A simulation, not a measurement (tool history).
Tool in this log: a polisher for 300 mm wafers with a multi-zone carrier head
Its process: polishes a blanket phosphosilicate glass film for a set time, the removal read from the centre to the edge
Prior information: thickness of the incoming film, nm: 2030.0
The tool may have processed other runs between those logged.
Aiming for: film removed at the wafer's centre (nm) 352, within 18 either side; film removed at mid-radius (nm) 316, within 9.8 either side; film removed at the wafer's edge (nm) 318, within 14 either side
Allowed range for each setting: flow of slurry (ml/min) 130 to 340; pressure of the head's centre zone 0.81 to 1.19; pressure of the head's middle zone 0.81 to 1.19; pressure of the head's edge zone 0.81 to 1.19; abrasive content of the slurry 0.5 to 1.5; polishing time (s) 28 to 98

run	day	flow of slurry (ml/min)	pressure of the head's centre zone	pressure of the head's middle zone	pressure of the head's edge zone	abrasive content of the slurry	polishing time (s)	film removed at the wafer's centre (nm)	film removed at mid-radius (nm)	film removed at the wafer's edge (nm)
1	0	220	1	1	1	1	63	437.24	431.85	459.68
2	0.192	220	1	0.95	1	1	63	431.07	416.07	440.3
3	0.358	220	1	0.91	1	1	63	432.58	401.97	452.98
4	0.517	220	1.01	0.92	0.98	0.9	63	422.34	393.39	431.18
# day 0.854: slurry nozzle cleaned
5	0.854	220	1.02	0.92	0.96	0.85	62	445.99	413.81	436.92
6	1.171	225	1.03	0.92	0.96	0.8	59	425.82	389.23	413.85
7	1.196	225	1.03	0.91	0.94	0.75	57	407.42	363.15	393.85
8	1.379	215	1.06	0.99	0.84	0.5	51	329.59	310.39	298.05
9	1.729	220	1.06	0.99	0.85	0.5	51	340.89	314.25	301.23
10	2.025	220	1.06	0.98	0.86	0.5	51	326.64	309.31	303.35
11	2.4	225	1.07	0.98	0.86	0.5	51	346.79	310.73	298.49
12	2.475	225	1.07	0.97	0.86	0.5	51	340.24	311.66	301.83
13	2.833	225	1.07	0.97	0.86	0.5	51	338.26	303.17	298.13
14	2.883	225	1.07	0.97	0.87	0.5	51	337.35	310.3	297.88

Below are 4 possible settings for the next run. Only one of them brings all results inside the allowed miss of their targets. Which is it?
A	2.933	165	1.07	0.97	0.81	0.5	53	?	?	?
B	2.933	220	1.14	0.83	0.81	0.85	48	?	?	?
C	2.933	225	1.05	1.01	0.87	0.5	54	?	?	?
D	2.933	165	1.06	0.94	0.84	0.75	51	?	?	?

move	film removed at the wafer's centre (nm)	film removed at mid-radius (nm)	film removed at the wafer's edge (nm)
A	330.23	308.41	295.78
B	384.49	294.79	318.94
C	347.18	340.07	320.68
D	350.15	321.61	321.52
A: the biggest miss grows against the last run
B: the worst result of the last run now meets its target, but another is out of spec
C: the worst result of the last run now meets its target, but another is out of spec
D: every result within its allowed miss
Move D is the one to make.
